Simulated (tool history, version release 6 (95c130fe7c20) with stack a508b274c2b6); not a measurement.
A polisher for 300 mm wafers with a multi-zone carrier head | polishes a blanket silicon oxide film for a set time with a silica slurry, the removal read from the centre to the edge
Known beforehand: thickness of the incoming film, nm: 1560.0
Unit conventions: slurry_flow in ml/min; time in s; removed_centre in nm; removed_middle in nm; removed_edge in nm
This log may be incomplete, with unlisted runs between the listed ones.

run,day,slurry_flow,centre_zone,middle_zone,edge_zone,slurry_solids,time,removed_centre,removed_middle,removed_edge
1,0,155,1,1,1,1,30,120.12,117.91,118.44
2,0.246,165,0.99,1.02,1.04,1.15,31,133.04,130.47,131.71
3,0.442,165,0.96,1.04,1.06,1.25,32,141.93,143.5,142.59
4,0.783,190,0.96,1.04,1.06,1.25,32,141.37,148.76,147.34
5,0.904,190,0.96,1.08,1.06,1.25,32,141.6,152.3,145.77
6,0.938,200,0.95,1.08,1.09,1.3,32,146.12,151.01,151.38
7,1.25,205,0.93,1.09,1.09,1.35,32,141.88,157.4,154.98
8,1.612,220,0.99,1.11,1.17,1.5,32,160.13,167.99,165.51
9,1.683,220,0.98,1.11,1.17,1.5,32,160.06,173.14,165.44

Estimate the outcome of run 10 from the log above:
10,1.888,220,0.98,1.11,1.17,1.5,32,?,?,?

removed_centre: 155.23 nm
removed_middle: 167.43 nm
removed_edge: 166.28 nm
